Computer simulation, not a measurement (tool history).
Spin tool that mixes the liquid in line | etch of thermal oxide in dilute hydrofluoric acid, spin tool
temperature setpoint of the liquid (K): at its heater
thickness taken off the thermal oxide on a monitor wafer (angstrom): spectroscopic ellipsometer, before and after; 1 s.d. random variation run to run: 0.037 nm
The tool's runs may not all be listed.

run,hour,temperature setpoint of the liquid (K),parts of water to one part of 49 % hydrofluoric acid (parts by volume),time under the liquid (s),thickness taken off the thermal oxide on a monitor wafer (angstrom)
1,0,295.15,220,95,16.578
2,1.9,295.15,220,95,16.945
3,4.5,297.65,220,95,18.133
4,6.7,299.15,165,95,27.385
5,15.1,296.15,165,95,24.335
6,22.3,298.15,135,95,32.964

For run 7, what comes out?
7,25.5,299.65,120,95,?

{"run 7": {"thickness taken off the thermal oxide on a monitor wafer (angstrom)": 40.646}}
